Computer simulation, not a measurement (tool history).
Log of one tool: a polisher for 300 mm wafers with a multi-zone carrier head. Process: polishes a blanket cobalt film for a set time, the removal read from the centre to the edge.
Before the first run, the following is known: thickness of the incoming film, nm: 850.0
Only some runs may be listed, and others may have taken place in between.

run	hour	flow of slurry (ml/min)	pressure of the head's centre zone	pressure of the head's middle zone	pressure of the head's edge zone	polishing time (s)	film removed at the wafer's centre (Å)	film removed at mid-radius (Å)	film removed at the wafer's edge (Å)
1	0	195	1	1	1	31	1281.2	1246.7	1291.2
2	5.1	150	1	1	1	31	1213.4	1193.9	1216.7
3	10.5	180	1.01	1.05	1.04	33	1360.7	1422.5	1373.8
4	14.4	205	1.02	1.06	1.08	34	1447.4	1461.7	1449.9
5	15	205	1.02	1.06	1.08	42	1776	1781.3	1802.4
6	15.9	205	1.02	1.06	1.08	48	2043.1	2055.5	2096.8

Predict the results of run 7:
7	20.3	190	1	1.05	1.04	47	?	?	?

film removed at the wafer's centre (Å): 1934.9
film removed at mid-radius (Å): 1966.6
film removed at the wafer's edge (Å): 1959.2
